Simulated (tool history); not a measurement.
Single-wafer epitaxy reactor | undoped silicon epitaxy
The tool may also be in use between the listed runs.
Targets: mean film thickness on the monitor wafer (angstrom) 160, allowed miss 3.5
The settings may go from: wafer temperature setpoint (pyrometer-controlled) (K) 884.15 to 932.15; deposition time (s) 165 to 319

run,hour,wafer temperature setpoint (pyrometer-controlled) (K),deposition time (s),mean film thickness on the monitor wafer (angstrom)
1,0,908.15,242,292.15
2,3.6,908.15,218,264.49
3,6.3,900.15,218,225.64
4,7.6,896.15,216,205.12
5,9.5,893.15,216,192.74
6,11.3,891.15,216,184.73
7,20.1,889.15,216,178.72
8,21.5,888.15,215,173.49
9,29.5,887.15,215,171.43
10,30.9,886.15,214,165.96

4 next moves are on the table. One of them brings every result within its allowed miss. Which?
A,32.3,884.15,217,?
B,32.3,887.15,211,?
C,32.3,886.15,222,?
D,32.3,884.15,232,?

move,mean film thickness on the monitor wafer (angstrom)
A,161.35
B,166.94
C,172.05
D,172.5
A: meets every target
B: further off than the last run
C: further off than the last run
D: further off than the last run
Move A is the one to make.

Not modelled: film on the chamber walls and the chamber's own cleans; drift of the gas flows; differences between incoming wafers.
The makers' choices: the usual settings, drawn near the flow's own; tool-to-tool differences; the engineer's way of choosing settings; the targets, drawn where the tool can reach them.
